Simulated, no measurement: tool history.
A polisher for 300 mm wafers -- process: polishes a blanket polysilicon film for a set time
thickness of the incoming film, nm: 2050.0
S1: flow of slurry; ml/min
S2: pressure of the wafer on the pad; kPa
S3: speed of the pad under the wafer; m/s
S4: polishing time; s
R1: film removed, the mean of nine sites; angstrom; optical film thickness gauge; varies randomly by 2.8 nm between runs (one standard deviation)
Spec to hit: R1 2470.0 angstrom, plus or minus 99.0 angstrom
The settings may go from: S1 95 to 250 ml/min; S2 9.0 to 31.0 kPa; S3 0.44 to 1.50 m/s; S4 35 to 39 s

| run | hour | S1 | S2 | S3 | S4 | R1 |
|---|---|---|---|---|---|---|
| 1 | 0.0 | 160 | 20.0 | 0.96 | 39 | 3523.5 |
| 2 | 5.9 | 160 | 18.6 | 0.96 | 39 | 3332.4 |
| 3 | 11.6 | 160 | 16.5 | 0.96 | 39 | 2938.3 |
| 4 | 12.9 | 160 | 15.9 | 0.96 | 39 | 2842.0 |
| 5 | 18.6 | 160 | 15.9 | 0.76 | 39 | 2313.4 |
| 6 | 24.2 | 160 | 11.0 | 0.76 | 39 | 1637.3 |
| 7 | 31.6 | 160 | 12.4 | 0.76 | 39 | 1815.1 |
| 8 | 37.5 | 160 | 13.1 | 0.76 | 39 | 1905.3 |
| 9 | 40.3 | 160 | 13.8 | 0.76 | 39 | 2040.2 |
| 10 | 48.7 | 160 | 14.5 | 0.76 | 39 | 2124.9 |

Exercise: of the 4 proposed moves below, exactly one satisfies all targets within the stated allowed misses. Which move is it?
| A | 57.1 | 175 | 15.9 | 0.76 | 38 | ? |
| B | 57.1 | 195 | 18.6 | 0.52 | 39 | ? |
| C | 57.1 | 170 | 14.5 | 0.74 | 35 | ? |
| D | 57.1 | 175 | 15.2 | 0.86 | 39 | ? |

| move | R1 |
|---|---|
| A | 2275.4 |
| B | 2005.7 |
| C | 1867.1 |
| D | 2495.2 |
A: better than the last run, though not everything is in spec
B: lands further from the targets than the last run did
C: lands further from the targets than the last run did
D: every result within its allowed miss
D is the move that brings every result within its allowed miss.
